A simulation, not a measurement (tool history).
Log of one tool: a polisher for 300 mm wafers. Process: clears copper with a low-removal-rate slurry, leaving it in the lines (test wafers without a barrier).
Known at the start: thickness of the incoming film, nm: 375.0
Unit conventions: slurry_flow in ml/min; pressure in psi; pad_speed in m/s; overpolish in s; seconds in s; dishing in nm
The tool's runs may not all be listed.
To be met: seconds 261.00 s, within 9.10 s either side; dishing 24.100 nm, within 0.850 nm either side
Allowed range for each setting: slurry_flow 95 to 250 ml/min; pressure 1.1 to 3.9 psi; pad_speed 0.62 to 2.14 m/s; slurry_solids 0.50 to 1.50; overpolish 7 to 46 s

{"run": 1, "hour": 0.0, "slurry_flow": 160, "pressure": 2.5, "pad_speed": 1.38, "slurry_solids": 1.0, "overpolish": 24, "seconds": 118.46, "dishing": 31.008}
{"run": 2, "hour": 4.6, "slurry_flow": 155, "pressure": 2.1, "pad_speed": 1.3, "slurry_solids": 1.0, "overpolish": 26, "seconds": 144.53, "dishing": 28.61}
{"run": 3, "hour": 6.4, "slurry_flow": 150, "pressure": 1.8, "pad_speed": 1.22, "slurry_solids": 1.0, "overpolish": 28, "seconds": 172.71, "dishing": 28.175}
{"run": 4, "hour": 15.4, "slurry_flow": 145, "pressure": 1.6, "pad_speed": 1.16, "slurry_solids": 1.0, "overpolish": 28, "seconds": 196.85, "dishing": 25.415}
{"run": 5, "hour": 17.9, "slurry_flow": 140, "pressure": 1.5, "pad_speed": 1.14, "slurry_solids": 1.0, "overpolish": 30, "seconds": 213.84, "dishing": 26.043}
{"run": 6, "hour": 20.2, "slurry_flow": 140, "pressure": 1.7, "pad_speed": 1.14, "slurry_solids": 1.0, "overpolish": 30, "seconds": 195.52, "dishing": 26.996}
{"run": 7, "hour": 23.1, "slurry_flow": 135, "pressure": 1.5, "pad_speed": 1.14, "slurry_solids": 1.0, "overpolish": 30, "seconds": 211.33, "dishing": 25.073}
{"run": 8, "hour": 27.1, "slurry_flow": 130, "pressure": 1.4, "pad_speed": 1.12, "slurry_solids": 1.0, "overpolish": 32, "seconds": 230.8, "dishing": 25.754}
{"run": 9, "hour": 33.3, "slurry_flow": 125, "pressure": 1.3, "pad_speed": 1.12, "slurry_solids": 1.0, "overpolish": 32, "seconds": 244.08, "dishing": 24.53}
{"run": 10, "hour": 41.1, "slurry_flow": 120, "pressure": 1.3, "pad_speed": 1.12, "slurry_solids": 1.0, "overpolish": 32, "seconds": 244.83, "dishing": 24.535}
{"run": 11, "hour": 42.2, "slurry_flow": 115, "pressure": 1.3, "pad_speed": 1.12, "slurry_solids": 1.0, "overpolish": 32, "seconds": 248.01, "dishing": 24.094}
{"run": 12, "hour": 46.0, "slurry_flow": 110, "pressure": 1.3, "pad_speed": 1.12, "slurry_solids": 1.0, "overpolish": 33, "seconds": 249.47, "dishing": 24.207}

Which one of the following 5 next-run settings gets every result inside its allowed miss? There is exactly one.
{"run": "A", "hour": 49.8, "slurry_flow": 95, "pressure": 1.1, "pad_speed": 1.22, "slurry_solids": 0.8, "overpolish": 36, "seconds": "?", "dishing": "?"}
{"run": "B", "hour": 49.8, "slurry_flow": 120, "pressure": 1.5, "pad_speed": 0.92, "slurry_solids": 1.1, "overpolish": 33, "seconds": "?", "dishing": "?"}
{"run": "C", "hour": 49.8, "slurry_flow": 95, "pressure": 1.3, "pad_speed": 1.26, "slurry_solids": 0.9, "overpolish": 31, "seconds": "?", "dishing": "?"}
{"run": "D", "hour": 49.8, "slurry_flow": 105, "pressure": 1.4, "pad_speed": 1.12, "slurry_solids": 0.85, "overpolish": 27, "seconds": "?", "dishing": "?"}
{"run": "E", "hour": 49.8, "slurry_flow": 95, "pressure": 1.9, "pad_speed": 0.94, "slurry_solids": 1.05, "overpolish": 29, "seconds": "?", "dishing": "?"}

move=A seconds=282.62 dishing=24.319
move=B seconds=269.06 dishing=24.336
move=C seconds=242.02 dishing=24.658
move=D seconds=253.27 dishing=22.440
move=E seconds=241.06 dishing=24.432
A: takes the result that was furthest off past its target
B: all results land within tolerance of their targets
C: its largest miss is bigger than the last run's
D: the furthest-off result lands on target, but another misses its tolerance
E: its largest miss is bigger than the last run's
Answer: B
